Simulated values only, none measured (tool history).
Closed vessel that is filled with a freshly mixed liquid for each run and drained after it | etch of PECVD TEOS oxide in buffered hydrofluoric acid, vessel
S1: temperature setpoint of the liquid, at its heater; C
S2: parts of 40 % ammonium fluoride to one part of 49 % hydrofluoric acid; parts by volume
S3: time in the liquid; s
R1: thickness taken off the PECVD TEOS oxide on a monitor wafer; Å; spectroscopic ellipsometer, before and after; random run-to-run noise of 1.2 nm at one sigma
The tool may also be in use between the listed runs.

run 1 day=0.000 | S1=20.0 S2=14.5 S3=95 | R1=1265.20
run 2 day=0.058 | S1=20.0 S2=14.5 S3=95 | R1=1273.00
run 3 day=0.346 | S1=20.0 S2=18.5 S3=95 | R1=997.31
run 4 day=0.529 | S1=20.0 S2=21.5 S3=95 | R1=884.50
run 5 day=0.808 | S1=20.0 S2=21.5 S3=95 | R1=872.93
run 6 day=1.171 | S1=21.5 S2=20.5 S3=95 | R1=979.79
run 7 day=1.200 | S1=22.5 S2=19.0 S3=95 | R1=1118.60
run 8 day=1.479 | S1=23.5 S2=18.0 S3=95 | R1=1221.90
run 9 day=1.525 | S1=24.0 S2=17.0 S3=95 | R1=1356.10
run 10 day=1.642 | S1=24.5 S2=16.5 S3=95 | R1=1411.10
run 11 day=1.779 | S1=24.5 S2=16.5 S3=95 | R1=1426.70
run 12 day=1.842 | S1=25.0 S2=16.0 S3=95 | R1=1518.10

Run 13 comes next. What will it give?
run 13 day=2.100 | S1=25.5 S2=15.5 S3=95 | R1=?

{"run 13": {"R1": 1606.5}}
